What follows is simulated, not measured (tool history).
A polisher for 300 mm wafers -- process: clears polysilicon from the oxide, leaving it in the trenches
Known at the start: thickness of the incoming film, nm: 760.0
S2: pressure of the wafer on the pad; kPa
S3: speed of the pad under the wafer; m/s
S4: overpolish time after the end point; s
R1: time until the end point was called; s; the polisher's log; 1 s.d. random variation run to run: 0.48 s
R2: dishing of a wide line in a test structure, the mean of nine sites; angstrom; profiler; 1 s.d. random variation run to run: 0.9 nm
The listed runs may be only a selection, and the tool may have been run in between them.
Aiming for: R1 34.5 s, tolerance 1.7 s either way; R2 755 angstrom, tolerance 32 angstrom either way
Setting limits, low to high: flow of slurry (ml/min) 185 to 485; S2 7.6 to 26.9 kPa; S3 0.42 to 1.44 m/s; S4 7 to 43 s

run 1 hour=0 | flow_of_slurry_(ml/min)=310 S2=17.2 S3=0.92 S4=22 | R1=56.956 R2=783.13
run 2 hour=3.1 | flow_of_slurry_(ml/min)=310 S2=18.6 S3=0.92 S4=19 | R1=52.814 R2=747.78
run 3 hour=7.5 | flow_of_slurry_(ml/min)=310 S2=20 S3=0.92 S4=20 | R1=48.673 R2=766.62
run 4 hour=12.9 | flow_of_slurry_(ml/min)=310 S2=21.4 S3=0.92 S4=19 | R1=47.077 R2=752.75
run 5 hour=14.6 | flow_of_slurry_(ml/min)=310 S2=21.4 S3=0.92 S4=10 | R1=47.245 R2=699.46
run 6 hour=18.2 | flow_of_slurry_(ml/min)=310 S2=22.1 S3=0.92 S4=12 | R1=46.137 R2=729.91
run 7 hour=19.3 | flow_of_slurry_(ml/min)=310 S2=22.8 S3=0.94 S4=12 | R1=43.452 R2=742.89
run 8 hour=24.5 | flow_of_slurry_(ml/min)=310 S2=26.9 S3=0.96 S4=8 | R1=38.115 R2=706.11

Which one of the following 4 next-run settings gets every result inside its allowed miss? There is exactly one.
run A hour=29.7 | flow_of_slurry_(ml/min)=350 S2=22.1 S3=1 S4=28 | R1=? R2=?
run B hour=29.7 | flow_of_slurry_(ml/min)=285 S2=26.9 S3=1.02 S4=32 | R1=? R2=?
run C hour=29.7 | flow_of_slurry_(ml/min)=285 S2=26.9 S3=0.9 S4=7 | R1=? R2=?
run D hour=29.7 | flow_of_slurry_(ml/min)=365 S2=26.9 S3=1.14 S4=20 | R1=? R2=?

move=A R1=41.374 R2=757.82
move=B R1=34.797 R2=758.13
move=C R1=39.295 R2=658.7
move=D R1=30.579 R2=757.72
A: moves away from the targets compared with the last run
B: all results land within tolerance of their targets
C: moves away from the targets compared with the last run
D: moves the result that the last run missed by most past its target, out the other side
Correct choice: B, which meets every target
